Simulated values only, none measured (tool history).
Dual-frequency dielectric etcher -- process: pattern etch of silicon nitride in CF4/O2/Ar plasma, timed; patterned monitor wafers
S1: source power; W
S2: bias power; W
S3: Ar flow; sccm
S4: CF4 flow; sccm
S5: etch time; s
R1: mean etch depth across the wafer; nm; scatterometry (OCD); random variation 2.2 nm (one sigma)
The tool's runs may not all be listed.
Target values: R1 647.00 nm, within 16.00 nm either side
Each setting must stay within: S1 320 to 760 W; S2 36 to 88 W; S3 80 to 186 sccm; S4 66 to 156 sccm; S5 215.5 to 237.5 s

{"run": 1, "hour": 0.0, "S1": 540, "S2": 62, "S3": 133, "S4": 111, "S5": 237.5, "R1": 505.13}
{"run": 2, "hour": 7.1, "S1": 540, "S2": 62, "S3": 133, "S4": 93, "S5": 237.5, "R1": 490.0}
{"run": 3, "hour": 15.8, "S1": 580, "S2": 63, "S3": 133, "S4": 93, "S5": 237.5, "R1": 519.7}
{"run": 4, "hour": 20.2, "S1": 580, "S2": 63, "S3": 147, "S4": 93, "S5": 237.5, "R1": 512.76}
{"run": 5, "hour": 29.2, "S1": 580, "S2": 63, "S3": 147, "S4": 93, "S5": 237.5, "R1": 514.29}
{"run": 6, "hour": 33.9, "S1": 610, "S2": 64, "S3": 147, "S4": 93, "S5": 237.5, "R1": 538.05}
{"run": 7, "hour": 36.6, "S1": 640, "S2": 64, "S3": 147, "S4": 93, "S5": 237.5, "R1": 560.16}
{"run": 8, "hour": 45.4, "S1": 660, "S2": 64, "S3": 147, "S4": 93, "S5": 237.5, "R1": 570.59}
{"run": 9, "hour": 47.5, "S1": 680, "S2": 64, "S3": 147, "S4": 93, "S5": 237.5, "R1": 582.73}
{"run": 10, "hour": 52.8, "S1": 700, "S2": 65, "S3": 147, "S4": 93, "S5": 237.5, "R1": 593.8}
{"run": 11, "hour": 58.4, "S1": 710, "S2": 66, "S3": 147, "S4": 94, "S5": 237.5, "R1": 607.27}

Which single option among these 4 for the next run brings every result within its allowed miss of target? Just one does.
{"run": "A", "hour": 64.0, "S1": 760, "S2": 66, "S3": 140, "S4": 67, "S5": 237.5, "R1": "?"}
{"run": "B", "hour": 64.0, "S1": 750, "S2": 60, "S3": 180, "S4": 93, "S5": 231.5, "R1": "?"}
{"run": "C", "hour": 64.0, "S1": 740, "S2": 80, "S3": 163, "S4": 105, "S5": 215.5, "R1": "?"}
{"run": "D", "hour": 64.0, "S1": 680, "S2": 58, "S3": 148, "S4": 100, "S5": 232.0, "R1": "?"}

move=A R1=608.90
move=B R1=565.57
move=C R1=639.69
move=D R1=538.26
A: as far off as the last run
B: misses by more than the last run did
C: hits every target within its allowed miss
D: misses by more than the last run did
So the answer is move C, the one that meets all the targets.
